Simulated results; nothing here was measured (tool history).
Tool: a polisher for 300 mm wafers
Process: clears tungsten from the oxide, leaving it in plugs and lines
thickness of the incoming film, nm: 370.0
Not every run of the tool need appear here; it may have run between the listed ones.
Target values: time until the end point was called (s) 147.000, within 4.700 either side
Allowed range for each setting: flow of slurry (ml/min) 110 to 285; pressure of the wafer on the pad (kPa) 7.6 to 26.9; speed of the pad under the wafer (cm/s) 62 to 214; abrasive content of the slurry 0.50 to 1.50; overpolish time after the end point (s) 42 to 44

run	hour	flow of slurry (ml/min)	pressure of the wafer on the pad (kPa)	speed of the pad under the wafer (cm/s)	abrasive content of the slurry	overpolish time after the end point (s)	time until the end point was called (s)
1	0.0	180	17.2	138	1.00	42	99.583
2	5.4	175	15.2	138	1.00	42	110.110
3	11.4	175	11.0	138	1.00	42	136.870
4	16.2	175	11.0	166	1.00	42	114.150
5	24.6	170	9.7	164	1.00	42	129.480
6	31.2	170	9.7	164	1.15	42	125.330
7	36.5	160	9.0	164	1.15	42	132.930
8	43.1	150	9.0	164	1.15	42	130.380
# hour 45.4: head pressure recalibrated
9	45.4	150	8.3	162	1.15	42	132.820
10	54.4	140	7.6	152	1.15	42	153.750

Which one of the following 4 next-run settings gets every result inside its allowed miss? There is exactly one.
A	63.4	145	9.7	140	1.35	44	?
B	63.4	115	11.0	132	1.45	44	?
C	63.4	180	10.3	130	1.25	42	?
D	63.4	125	11.7	114	1.45	42	?

move	time until the end point was called (s)
A	135.380
B	136.000
C	136.250
D	147.100
A: pushes the last run's worst result past its target
B: pushes the last run's worst result past its target
C: pushes the last run's worst result past its target
D: each result inside its tolerance
D is the move that brings every result within its allowed miss.
